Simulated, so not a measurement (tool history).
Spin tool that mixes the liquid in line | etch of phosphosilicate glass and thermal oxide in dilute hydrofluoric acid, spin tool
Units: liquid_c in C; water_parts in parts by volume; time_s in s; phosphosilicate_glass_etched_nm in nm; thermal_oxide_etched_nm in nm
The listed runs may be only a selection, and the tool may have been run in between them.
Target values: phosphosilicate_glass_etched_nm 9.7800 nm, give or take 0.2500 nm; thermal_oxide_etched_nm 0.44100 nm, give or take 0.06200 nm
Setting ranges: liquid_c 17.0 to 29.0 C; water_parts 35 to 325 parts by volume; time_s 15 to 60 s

run,hour,liquid_c,water_parts,time_s,phosphosilicate_glass_etched_nm,thermal_oxide_etched_nm
1,0.0,21.0,180,30,14.2660,0.61522
2,6.3,21.0,180,40,19.0430,0.92010
3,13.5,21.0,140,40,25.5460,1.04040
4,17.7,21.0,140,50,31.7290,1.44330
5,24.4,23.0,140,50,34.2930,1.52000
6,32.0,23.0,180,50,25.5140,1.09530
7,37.2,23.0,180,50,25.6990,1.13150
8,39.2,22.5,215,50,20.1680,0.90114

Next run, 4 choices. One meets every target within its allowed miss, the rest don't. Which?
A,41.2,27.5,280,30,?,?
B,41.2,18.5,300,40,?,?
C,41.2,25.0,240,25,?,?
D,41.2,17.0,285,25,?,?

move,phosphosilicate_glass_etched_nm,thermal_oxide_etched_nm
A,10.4620,0.49300
B,9.2877,0.43765
C,9.7321,0.45859
D,5.8491,0.27562
A: closes in on the targets versus the last run, not all within tolerance yet
B: takes the biggest miss from the last run beyond its target
C: all results in spec
D: takes the biggest miss from the last run beyond its target
Correct choice: C, which meets every target
